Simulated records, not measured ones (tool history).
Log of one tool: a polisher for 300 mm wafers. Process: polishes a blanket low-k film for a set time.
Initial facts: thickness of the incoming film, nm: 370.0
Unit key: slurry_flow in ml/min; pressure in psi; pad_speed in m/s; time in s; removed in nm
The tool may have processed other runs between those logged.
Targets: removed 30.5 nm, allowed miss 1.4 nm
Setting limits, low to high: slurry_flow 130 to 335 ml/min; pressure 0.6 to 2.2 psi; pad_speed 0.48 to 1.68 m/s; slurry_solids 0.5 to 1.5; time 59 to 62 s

run	hour	slurry_flow	pressure	pad_speed	slurry_solids	time	removed
1	0	215	1.4	1.08	1	59	21.23
2	3.3	240	1.4	1.08	1	59	21.609
3	11.6	185	1.4	1.08	1	59	21.223
4	19.1	185	1.5	1.08	1	59	21.817
5	21.6	190	1.7	1.1	1	59	24.383
6	30.6	190	1.7	1.1	0.9	59	23.11
7	38.7	190	1.8	1.12	0.9	59	24.633
8	45.8	190	1.9	1.14	0.9	59	25.631
9	47.5	190	2	1.16	0.9	59	27.183
10	55.3	190	2.1	1.18	0.9	59	28.162
11	56.3	190	2.1	1.2	0.9	59	29.054

Which of these 4 next moves meets every target?
A	57.3	175	2.2	1.4	0.85	62	?
B	57.3	180	2.1	1.12	1.1	59	?
C	57.3	200	2.2	1.46	0.55	62	?
D	57.3	185	2.2	1.08	0.85	62	?

move	removed
A	33.962
B	30.522
C	26.943
D	28.531
A: takes the result that was furthest off past its target
B: all results in spec
C: further off than the last run
D: further off than the last run
Move B is the one to make.
